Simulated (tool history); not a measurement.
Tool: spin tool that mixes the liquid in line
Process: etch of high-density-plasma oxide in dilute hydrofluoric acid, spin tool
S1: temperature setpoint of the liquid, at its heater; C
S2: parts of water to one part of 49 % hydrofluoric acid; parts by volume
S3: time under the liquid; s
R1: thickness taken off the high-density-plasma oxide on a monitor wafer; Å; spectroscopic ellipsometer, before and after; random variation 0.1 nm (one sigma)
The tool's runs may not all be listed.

run,hour,S1,S2,S3,R1
1,0.0,22.0,180,305,69.985
2,6.2,24.5,150,305,94.825
3,13.7,26.0,130,305,117.910
4,14.3,27.5,130,305,126.220
5,18.4,29.0,130,305,133.110
6,25.9,29.5,120,305,149.610

Forecast run 7:
7,26.9,29.5,115,305,?

Run 7 gave R1 156.820 Å.
